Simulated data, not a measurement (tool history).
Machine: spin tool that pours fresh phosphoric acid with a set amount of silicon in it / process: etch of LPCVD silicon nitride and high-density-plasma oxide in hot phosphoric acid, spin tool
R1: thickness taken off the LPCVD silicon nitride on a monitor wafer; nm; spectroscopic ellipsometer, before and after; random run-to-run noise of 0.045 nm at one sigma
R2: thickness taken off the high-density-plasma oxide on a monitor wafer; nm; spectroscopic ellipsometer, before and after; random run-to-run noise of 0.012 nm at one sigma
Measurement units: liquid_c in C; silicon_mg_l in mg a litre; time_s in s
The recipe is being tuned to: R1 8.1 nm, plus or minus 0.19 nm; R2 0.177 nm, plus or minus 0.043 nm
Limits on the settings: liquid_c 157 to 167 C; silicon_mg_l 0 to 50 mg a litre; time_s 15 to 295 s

{"run": 1, "hour": 0.0, "liquid_c": 162, "silicon_mg_l": 25, "time_s": 150, "R1": 14.011, "R2": 0.35109}
{"run": 2, "hour": 7.8, "liquid_c": 161.5, "silicon_mg_l": 25, "time_s": 145, "R1": 13.409, "R2": 0.35396}
{"run": 3, "hour": 9.3, "liquid_c": 161.5, "silicon_mg_l": 25, "time_s": 170, "R1": 15.624, "R2": 0.37305}
{"run": 4, "hour": 10.4, "liquid_c": 161, "silicon_mg_l": 25.5, "time_s": 160, "R1": 14.567, "R2": 0.33718}
{"run": 5, "hour": 10.9, "liquid_c": 160.5, "silicon_mg_l": 25.5, "time_s": 150, "R1": 13.278, "R2": 0.30854}
{"run": 6, "hour": 17.4, "liquid_c": 160, "silicon_mg_l": 25.5, "time_s": 145, "R1": 12.693, "R2": 0.27174}
{"run": 7, "hour": 20.8, "liquid_c": 157.5, "silicon_mg_l": 18, "time_s": 75, "R1": 6.0531, "R2": 0.15235}
{"run": 8, "hour": 27.6, "liquid_c": 158, "silicon_mg_l": 19.5, "time_s": 75, "R1": 6.1413, "R2": 0.15537}
{"run": 9, "hour": 29.6, "liquid_c": 158.5, "silicon_mg_l": 21, "time_s": 75, "R1": 6.2332, "R2": 0.15431}
{"run": 10, "hour": 35.8, "liquid_c": 159, "silicon_mg_l": 22.5, "time_s": 75, "R1": 6.3459, "R2": 0.1535}
{"run": 11, "hour": 37.0, "liquid_c": 159.5, "silicon_mg_l": 24, "time_s": 75, "R1": 6.4016, "R2": 0.14272}
{"run": 12, "hour": 44.2, "liquid_c": 160, "silicon_mg_l": 24.5, "time_s": 75, "R1": 6.625, "R2": 0.15016}
{"run": 13, "hour": 46.4, "liquid_c": 160.5, "silicon_mg_l": 25, "time_s": 75, "R1": 6.632, "R2": 0.15411}
{"run": 14, "hour": 48.6, "liquid_c": 163, "silicon_mg_l": 34.5, "time_s": 95, "R1": 9.2426, "R2": 0.16452}
{"run": 15, "hour": 56.2, "liquid_c": 162.5, "silicon_mg_l": 33.5, "time_s": 95, "R1": 9.1516, "R2": 0.18609}
{"run": 16, "hour": 61.1, "liquid_c": 160, "silicon_mg_l": 35, "time_s": 90, "R1": 7.8734, "R2": 0.12383}
{"run": 17, "hour": 68.1, "liquid_c": 160, "silicon_mg_l": 34, "time_s": 90, "R1": 7.9107, "R2": 0.12553}
{"run": 18, "hour": 74.0, "liquid_c": 160, "silicon_mg_l": 33.5, "time_s": 90, "R1": 7.855, "R2": 0.13319}
{"run": 19, "hour": 75.2, "liquid_c": 160, "silicon_mg_l": 33, "time_s": 90, "R1": 7.9449, "R2": 0.13954}

Next run, 5 choices. One meets every target within its allowed miss, the rest don't. Which?
{"run": "A", "hour": 76.4, "liquid_c": 159, "silicon_mg_l": 32.5, "time_s": 100, "R1": "?", "R2": "?"}
{"run": "B", "hour": 76.4, "liquid_c": 161, "silicon_mg_l": 27.5, "time_s": 90, "R1": "?", "R2": "?"}
{"run": "C", "hour": 76.4, "liquid_c": 160, "silicon_mg_l": 37.5, "time_s": 90, "R1": "?", "R2": "?"}
{"run": "D", "hour": 76.4, "liquid_c": 159, "silicon_mg_l": 37.5, "time_s": 90, "R1": "?", "R2": "?"}
{"run": "E", "hour": 76.4, "liquid_c": 161, "silicon_mg_l": 10.5, "time_s": 90, "R1": "?", "R2": "?"}

move=A R1=8.4981 R2=0.1285
move=B R1=8.1797 R2=0.16393
move=C R1=7.9101 R2=0.096888
move=D R1=7.6483 R2=0.089953
move=E R1=8.1797 R2=0.26528
A: the biggest miss grows against the last run
B: meets every target
C: the biggest miss grows against the last run
D: the biggest miss grows against the last run
E: takes the biggest miss from the last run beyond its target
Correct choice: B, which meets every target
